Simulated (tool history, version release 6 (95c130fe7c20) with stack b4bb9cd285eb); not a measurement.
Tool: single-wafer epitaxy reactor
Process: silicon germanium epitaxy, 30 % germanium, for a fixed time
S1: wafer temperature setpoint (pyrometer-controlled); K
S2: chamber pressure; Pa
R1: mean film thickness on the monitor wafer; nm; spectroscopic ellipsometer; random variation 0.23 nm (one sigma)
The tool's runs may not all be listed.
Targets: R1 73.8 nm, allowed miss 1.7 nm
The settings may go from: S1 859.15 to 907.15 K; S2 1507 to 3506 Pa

{"run": 1, "hour": 0.0, "S1": 883.15, "S2": 2506, "R1": 63.627}
{"run": 2, "hour": 2.2, "S1": 883.15, "S2": 2786, "R1": 66.392}
{"run": 3, "hour": 9.7, "S1": 884.15, "S2": 2786, "R1": 67.022}
{"run": 4, "hour": 16.3, "S1": 885.15, "S2": 2786, "R1": 69.114}
{"run": 5, "hour": 19.3, "S1": 885.15, "S2": 3080, "R1": 71.704}
{"run": 6, "hour": 21.3, "S1": 885.15, "S2": 2680, "R1": 68.022}
{"run": 7, "hour": 26.3, "S1": 886.15, "S2": 2680, "R1": 69.434}
{"run": 8, "hour": 28.7, "S1": 886.15, "S2": 2680, "R1": 69.339}
{"run": 9, "hour": 30.8, "S1": 887.15, "S2": 2680, "R1": 71.145}

Which of these 4 next moves meets every target?
{"run": "A", "hour": 32.9, "S1": 886.15, "S2": 2586, "R1": "?"}
{"run": "B", "hour": 32.9, "S1": 885.15, "S2": 2600, "R1": "?"}
{"run": "C", "hour": 32.9, "S1": 886.15, "S2": 2546, "R1": "?"}
{"run": "D", "hour": 32.9, "S1": 887.15, "S2": 3066, "R1": "?"}

move=A R1=68.203
move=B R1=66.961
move=C R1=67.822
move=D R1=74.025
A: further off than the last run
B: further off than the last run
C: further off than the last run
D: meets every target
Answer: D
